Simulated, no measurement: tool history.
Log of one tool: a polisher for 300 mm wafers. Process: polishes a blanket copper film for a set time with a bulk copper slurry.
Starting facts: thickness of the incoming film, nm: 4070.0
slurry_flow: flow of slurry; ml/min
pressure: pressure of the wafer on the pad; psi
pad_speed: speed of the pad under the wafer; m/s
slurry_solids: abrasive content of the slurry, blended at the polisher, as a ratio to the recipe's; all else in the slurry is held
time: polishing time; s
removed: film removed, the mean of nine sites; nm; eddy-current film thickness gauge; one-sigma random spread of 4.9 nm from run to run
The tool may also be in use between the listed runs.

{"run": 1, "hour": 0.0, "slurry_flow": 315, "pressure": 2.1, "pad_speed": 1.34, "slurry_solids": 1.0, "time": 43, "removed": 419.79}
{"run": 2, "hour": 1.3, "slurry_flow": 315, "pressure": 2.1, "pad_speed": 1.1, "slurry_solids": 1.0, "time": 43, "removed": 359.11}
{"run": 3, "hour": 2.3, "slurry_flow": 255, "pressure": 2.1, "pad_speed": 1.1, "slurry_solids": 1.0, "time": 43, "removed": 347.97}
{"run": 4, "hour": 3.6, "slurry_flow": 255, "pressure": 2.1, "pad_speed": 1.36, "slurry_solids": 1.0, "time": 43, "removed": 417.92}
{"run": 5, "hour": 5.4, "slurry_flow": 265, "pressure": 2.3, "pad_speed": 1.36, "slurry_solids": 1.0, "time": 43, "removed": 456.03}
{"run": 6, "hour": 10.5, "slurry_flow": 275, "pressure": 2.5, "pad_speed": 1.36, "slurry_solids": 1.0, "time": 43, "removed": 491.56}
{"run": 7, "hour": 13.8, "slurry_flow": 285, "pressure": 2.6, "pad_speed": 1.38, "slurry_solids": 1.0, "time": 43, "removed": 523.96}
{"run": 8, "hour": 21.7, "slurry_flow": 290, "pressure": 2.7, "pad_speed": 1.38, "slurry_solids": 1.0, "time": 43, "removed": 534.83}
{"run": 9, "hour": 22.4, "slurry_flow": 290, "pressure": 2.8, "pad_speed": 1.4, "slurry_solids": 1.0, "time": 43, "removed": 560.39}
{"run": 10, "hour": 30.9, "slurry_flow": 290, "pressure": 2.9, "pad_speed": 1.42, "slurry_solids": 1.0, "time": 43, "removed": 574.38}
{"run": 11, "hour": 38.7, "slurry_flow": 290, "pressure": 3.0, "pad_speed": 1.44, "slurry_solids": 1.0, "time": 43, "removed": 615.97}
{"run": 12, "hour": 47.2, "slurry_flow": 290, "pressure": 3.0, "pad_speed": 1.46, "slurry_solids": 1.0, "time": 43, "removed": 613.03}

Run 13 is up next; what results do you expect?
{"run": 13, "hour": 50.2, "slurry_flow": 290, "pressure": 3.0, "pad_speed": 1.48, "slurry_solids": 1.0, "time": 43, "removed": "?"}

removed: 619.23 nm
